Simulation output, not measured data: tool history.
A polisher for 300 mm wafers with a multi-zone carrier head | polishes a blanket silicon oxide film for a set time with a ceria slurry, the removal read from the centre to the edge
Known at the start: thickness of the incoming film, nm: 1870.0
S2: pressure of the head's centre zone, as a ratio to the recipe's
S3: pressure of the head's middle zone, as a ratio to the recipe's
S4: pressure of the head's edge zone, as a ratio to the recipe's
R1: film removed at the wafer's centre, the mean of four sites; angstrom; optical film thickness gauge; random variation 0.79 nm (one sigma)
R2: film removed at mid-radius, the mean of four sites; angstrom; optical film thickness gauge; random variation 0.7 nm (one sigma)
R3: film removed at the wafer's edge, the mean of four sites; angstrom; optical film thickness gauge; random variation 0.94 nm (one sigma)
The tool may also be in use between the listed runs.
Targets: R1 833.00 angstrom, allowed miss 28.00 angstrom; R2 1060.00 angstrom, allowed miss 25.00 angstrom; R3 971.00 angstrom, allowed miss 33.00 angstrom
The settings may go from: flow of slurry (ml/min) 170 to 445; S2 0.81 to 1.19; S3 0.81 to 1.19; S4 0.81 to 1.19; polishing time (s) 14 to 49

{"run": 1, "hour": 0.0, "flow of slurry (ml/min)": 285, "S2": 1.0, "S3": 1.0, "S4": 1.0, "polishing time (s)": 31, "R1": 1207.1, "R2": 1252.2, "R3": 1206.6}
{"run": 2, "hour": 2.0, "flow of slurry (ml/min)": 270, "S2": 0.94, "S3": 1.0, "S4": 0.97, "polishing time (s)": 30, "R1": 1077.9, "R2": 1207.7, "R3": 1137.2}
{"run": 3, "hour": 6.0, "flow of slurry (ml/min)": 270, "S2": 1.02, "S3": 1.0, "S4": 0.97, "polishing time (s)": 30, "R1": 1169.7, "R2": 1202.7, "R3": 1159.0}
{"run": 4, "hour": 12.7, "flow of slurry (ml/min)": 215, "S2": 1.02, "S3": 1.0, "S4": 0.97, "polishing time (s)": 30, "R1": 1134.0, "R2": 1171.8, "R3": 1106.0}
{"run": 5, "hour": 20.7, "flow of slurry (ml/min)": 215, "S2": 0.99, "S3": 1.0, "S4": 0.97, "polishing time (s)": 30, "R1": 1100.7, "R2": 1170.6, "R3": 1108.6}
{"run": 6, "hour": 22.2, "flow of slurry (ml/min)": 215, "S2": 0.99, "S3": 1.07, "S4": 0.97, "polishing time (s)": 30, "R1": 1094.9, "R2": 1242.8, "R3": 1116.7}
{"run": 7, "hour": 30.0, "flow of slurry (ml/min)": 205, "S2": 0.94, "S3": 1.04, "S4": 0.96, "polishing time (s)": 29, "R1": 996.23, "R2": 1155.2, "R3": 1059.5}
{"run": 8, "hour": 36.6, "flow of slurry (ml/min)": 195, "S2": 0.9, "S3": 1.03, "S4": 0.94, "polishing time (s)": 29, "R1": 964.34, "R2": 1164.2, "R3": 1064.0}
{"run": 9, "hour": 45.1, "flow of slurry (ml/min)": 190, "S2": 0.88, "S3": 1.02, "S4": 0.93, "polishing time (s)": 28, "R1": 897.25, "R2": 1079.1, "R3": 1009.4}
{"run": 10, "hour": 52.5, "flow of slurry (ml/min)": 185, "S2": 0.86, "S3": 1.02, "S4": 0.91, "polishing time (s)": 28, "R1": 875.04, "R2": 1083.2, "R3": 987.31}

5 next moves are on the table. One of them brings every result within its allowed miss. Which?
{"run": "A", "hour": 59.9, "flow of slurry (ml/min)": 170, "S2": 0.81, "S3": 1.06, "S4": 0.96, "polishing time (s)": 27, "R1": "?", "R2": "?", "R3": "?"}
{"run": "B", "hour": 59.9, "flow of slurry (ml/min)": 170, "S2": 0.9, "S3": 1.09, "S4": 0.89, "polishing time (s)": 28, "R1": "?", "R2": "?", "R3": "?"}
{"run": "C", "hour": 59.9, "flow of slurry (ml/min)": 185, "S2": 0.87, "S3": 1.01, "S4": 0.98, "polishing time (s)": 26, "R1": "?", "R2": "?", "R3": "?"}
{"run": "D", "hour": 59.9, "flow of slurry (ml/min)": 210, "S2": 0.81, "S3": 0.96, "S4": 0.82, "polishing time (s)": 28, "R1": "?", "R2": "?", "R3": "?"}
{"run": "E", "hour": 59.9, "flow of slurry (ml/min)": 180, "S2": 0.83, "S3": 1.07, "S4": 0.93, "polishing time (s)": 28, "R1": "?", "R2": "?", "R3": "?"}

move=A R1=781.04 R2=1057.10 R3=967.53
move=B R1=901.01 R2=1122.30 R3=968.32
move=C R1=821.23 R2=990.82 R3=951.43
move=D R1=840.56 R2=1042.80 R3=958.46
move=E R1=839.46 R2=1115.90 R3=995.50
A: takes the result that was furthest off past its target
B: further off than the last run
C: brings the result that was furthest off to its target, and leaves another outside
D: meets every target
E: brings the result that was furthest off to its target, and leaves another outside
Answer: D

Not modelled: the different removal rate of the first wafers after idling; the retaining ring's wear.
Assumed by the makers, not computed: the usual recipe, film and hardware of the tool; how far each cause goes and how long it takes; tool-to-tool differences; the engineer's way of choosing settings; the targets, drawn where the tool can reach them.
